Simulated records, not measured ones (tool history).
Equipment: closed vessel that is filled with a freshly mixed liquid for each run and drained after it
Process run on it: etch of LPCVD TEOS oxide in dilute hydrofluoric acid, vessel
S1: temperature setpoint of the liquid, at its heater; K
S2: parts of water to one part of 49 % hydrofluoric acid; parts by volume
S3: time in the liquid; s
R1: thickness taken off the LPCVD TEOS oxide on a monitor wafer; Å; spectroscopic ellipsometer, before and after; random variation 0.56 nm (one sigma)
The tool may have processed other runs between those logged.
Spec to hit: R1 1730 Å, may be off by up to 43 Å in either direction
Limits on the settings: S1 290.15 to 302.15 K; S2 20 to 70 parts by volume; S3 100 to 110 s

run  hour      S1  S2   S3      R1
  1     0  294.15  40  100  1178.1
  2   8.3  296.15  40  100  1280.5
  3  14.5  297.65  40  100    1364
  4  17.9  297.65  40  110  1492.8
  5  26.3  297.65  50  110  1181.4
  6  34.5  298.65  50  110  1234.9
  7    39  299.65  50  110  1281.5
  8  47.9  300.15  50  110    1305
  9  52.9  302.15  40  110    1804

Of the 4 settings listed for the next run, only one would bring every result within its allowed miss of target. Which one?
  A  57.9  297.65  30  100   ?
  B  57.9  301.65  35  100   ?
  C  57.9  296.15  30  100   ?
  D  57.9  301.15  35  100   ?

move      R1
   A  1843.2
   B  1847.9
   C  1730.9
   D    1811
A: moves away from the targets compared with the last run
B: moves away from the targets compared with the last run
C: each result inside its tolerance
D: moves away from the targets compared with the last run
C meets every target.
